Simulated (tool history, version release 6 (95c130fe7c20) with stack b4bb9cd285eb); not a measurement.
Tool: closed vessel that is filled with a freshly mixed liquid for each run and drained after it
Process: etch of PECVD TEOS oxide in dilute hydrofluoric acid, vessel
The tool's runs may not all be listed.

run  hour  temperature setpoint of the liquid (K)  parts of water to one part of 49 % hydrofluoric acid (parts by volume)  time in the liquid (s)  thickness taken off the PECVD TEOS oxide on a monitor wafer (angstrom)
  1     0                                  295.15                                                                      70                     135                                                                  411.75
  2   7.8                                  294.65                                                                      70                     135                                                                  403.75
  3  10.6                                  294.15                                                                      70                     135                                                                   400.4
  4  17.4                                  294.15                                                                      55                     135                                                                  514.13
  5  19.7                                  290.65                                                                      55                     135                                                                  443.01
  6  23.2                                  290.65                                                                      55                     145                                                                  478.46
  7    28                                  290.65                                                                      60                     145                                                                  430.45
  8  31.1                                  290.15                                                                      70                     145                                                                  361.19

The next listed run, before its measurement:
  9  39.1                                  290.15                                                                      75                     145                                                                       ?

{"run 9": {"thickness taken off the PECVD TEOS oxide on a monitor wafer (angstrom)": 334.9}}
